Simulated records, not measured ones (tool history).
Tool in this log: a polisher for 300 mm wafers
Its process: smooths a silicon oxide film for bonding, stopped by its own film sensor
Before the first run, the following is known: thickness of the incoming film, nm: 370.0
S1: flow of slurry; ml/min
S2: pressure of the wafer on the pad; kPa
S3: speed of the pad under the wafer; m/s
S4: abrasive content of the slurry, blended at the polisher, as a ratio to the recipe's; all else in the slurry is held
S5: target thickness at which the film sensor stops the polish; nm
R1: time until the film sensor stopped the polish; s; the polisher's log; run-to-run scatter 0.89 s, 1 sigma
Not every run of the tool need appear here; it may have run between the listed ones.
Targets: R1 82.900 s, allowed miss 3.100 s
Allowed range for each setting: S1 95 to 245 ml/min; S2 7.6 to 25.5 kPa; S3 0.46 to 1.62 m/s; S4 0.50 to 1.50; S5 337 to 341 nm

| run | hour | S1 | S2 | S3 | S4 | S5 | R1 |
|---|---|---|---|---|---|---|---|
| 1 | 0.0 | 155 | 16.5 | 1.04 | 1.00 | 337 | 46.436 |
| 2 | 1.5 | 155 | 16.5 | 1.04 | 1.15 | 337 | 45.399 |
| 3 | 6.9 | 150 | 13.8 | 1.02 | 1.15 | 337 | 53.040 |
| 4 | 15.6 | 150 | 11.7 | 0.98 | 1.15 | 337 | 61.048 |
| 5 | 18.5 | 145 | 10.3 | 0.96 | 1.15 | 337 | 67.903 |
| 6 | 25.2 | 170 | 10.3 | 0.96 | 1.15 | 337 | 66.052 |
| 7 | 29.8 | 170 | 10.3 | 0.96 | 1.15 | 337 | 66.935 |
| 8 | 33.4 | 170 | 10.3 | 0.96 | 1.15 | 337 | 65.415 |
| 9 | 40.3 | 165 | 9.7 | 0.94 | 1.15 | 337 | 72.088 |
| 10 | 44.2 | 165 | 9.0 | 0.94 | 1.15 | 337 | 74.540 |
| 11 | 46.2 | 160 | 8.3 | 0.94 | 1.15 | 337 | 77.351 |

Next run, 4 choices. One meets every target within its allowed miss, the rest don't. Which?
| A | 48.2 | 145 | 7.6 | 0.80 | 1.30 | 338 | ? |
| B | 48.2 | 145 | 8.3 | 1.06 | 0.95 | 338 | ? |
| C | 48.2 | 180 | 7.6 | 0.90 | 1.10 | 338 | ? |
| D | 48.2 | 165 | 7.6 | 1.00 | 1.20 | 337 | ? |

| move | R1 |
|---|---|
| A | 89.501 |
| B | 74.990 |
| C | 82.691 |
| D | 77.319 |
A: the result that was furthest off in the last run now lies on the other side of its target
B: its largest miss is bigger than the last run's
C: in spec on every target
D: just as far off the targets as the last run
Correct choice: C, which meets every target
